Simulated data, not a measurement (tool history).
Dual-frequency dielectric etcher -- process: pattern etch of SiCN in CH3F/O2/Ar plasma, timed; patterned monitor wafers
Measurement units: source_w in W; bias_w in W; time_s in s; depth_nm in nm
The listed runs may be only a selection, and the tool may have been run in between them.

run,day,source_w,bias_w,time_s,depth_nm
1,0,410,94,32,12.506
2,0.175,360,94,32,11.766
3,0.458,420,99,32,12.888
4,0.492,420,99,29.5,11.821
5,0.683,460,109,30,12.999
6,0.708,410,109,30,12.365
7,0.946,450,116,30.5,13.423
8,1.1,480,120,30.5,13.99
9,1.3,500,123,30.5,14.341

Estimate the outcome of run 10 from the log above:
10,1.592,520,126,30.5,?

depth_nm: 14.748 nm

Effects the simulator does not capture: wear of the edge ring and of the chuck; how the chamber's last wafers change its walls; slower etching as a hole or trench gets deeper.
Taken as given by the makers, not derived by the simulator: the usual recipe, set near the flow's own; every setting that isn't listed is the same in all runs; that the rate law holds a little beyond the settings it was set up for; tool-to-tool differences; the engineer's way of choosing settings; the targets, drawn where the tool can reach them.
